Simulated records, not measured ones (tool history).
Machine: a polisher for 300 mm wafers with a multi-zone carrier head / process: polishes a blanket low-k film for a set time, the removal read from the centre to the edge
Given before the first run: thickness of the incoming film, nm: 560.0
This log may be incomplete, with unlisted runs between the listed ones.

| run | hour | flow of slurry (ml/min) | pressure of the head's centre zone | pressure of the head's middle zone | pressure of the head's edge zone | abrasive content of the slurry | polishing time (s) | film removed at the wafer's centre (Å) | film removed at mid-radius (Å) | film removed at the wafer's edge (Å) |
|---|---|---|---|---|---|---|---|---|---|---|
| 1 | 0 | 270 | 1 | 1 | 1 | 1 | 45 | 228.32 | 224.06 | 224.67 |
| 2 | 6.5 | 255 | 0.97 | 0.98 | 1.03 | 1 | 45 | 221.53 | 225.48 | 227.67 |
| 3 | 12.9 | 255 | 0.97 | 0.98 | 1.03 | 1 | 54 | 262.81 | 260.84 | 272.8 |
| 4 | 20.2 | 255 | 0.97 | 0.98 | 1.03 | 1 | 46 | 224.65 | 226.08 | 234.61 |
| 5 | 25 | 255 | 1.03 | 0.98 | 1.03 | 1 | 46 | 243.05 | 224.86 | 234.32 |
| 6 | 26 | 250 | 0.99 | 0.96 | 1.05 | 1 | 46 | 229.29 | 219.97 | 234.73 |

Run 7 has not been measured yet. What should we expect?
| 7 | 32 | 245 | 0.96 | 0.95 | 1.07 | 1 | 46 | ? | ? | ? |

film removed at the wafer's centre (Å): 222.61
film removed at mid-radius (Å): 218.8
film removed at the wafer's edge (Å): 237.8
